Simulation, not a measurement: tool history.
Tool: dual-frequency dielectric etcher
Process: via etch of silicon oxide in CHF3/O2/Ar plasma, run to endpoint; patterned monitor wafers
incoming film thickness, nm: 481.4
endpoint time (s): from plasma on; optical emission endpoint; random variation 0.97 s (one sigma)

run	hour	source power (W)	bias power (W)	endpoint time (s)
1	0	730	157	246.22
2	7.1	680	156	255.45
3	13.5	760	156	243.46
4	15.8	710	155	250.21
5	16.6	710	182	237.83
6	22.1	710	193	231.12
7	29.1	570	182	261.12

The next listed run, before its measurement:
# hour 35.8: source power generator calibrated
8	35.8	560	182	?

{"run 8": {"endpoint time (s)": 266.8}}
